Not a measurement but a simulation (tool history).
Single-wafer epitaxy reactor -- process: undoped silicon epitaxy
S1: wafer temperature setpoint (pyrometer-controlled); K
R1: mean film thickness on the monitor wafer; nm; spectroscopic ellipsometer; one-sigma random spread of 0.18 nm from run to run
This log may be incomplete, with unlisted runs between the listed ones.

run 1 day=0 | S1=898.15 deposition_time_(s)=457 | R1=39.002
run 2 day=0.138 | S1=902.15 deposition_time_(s)=457 | R1=43.047
run 3 day=0.446 | S1=906.15 deposition_time_(s)=457 | R1=47.008
run 4 day=0.767 | S1=908.15 deposition_time_(s)=457 | R1=48.831
run 5 day=0.888 | S1=910.15 deposition_time_(s)=457 | R1=51.23
run 6 day=1.188 | S1=910.15 deposition_time_(s)=406 | R1=45.627

Run 7 comes next. What will it give?
run 7 day=1.454 | S1=913.15 deposition_time_(s)=407 | R1=?

R1: 48.889 nm

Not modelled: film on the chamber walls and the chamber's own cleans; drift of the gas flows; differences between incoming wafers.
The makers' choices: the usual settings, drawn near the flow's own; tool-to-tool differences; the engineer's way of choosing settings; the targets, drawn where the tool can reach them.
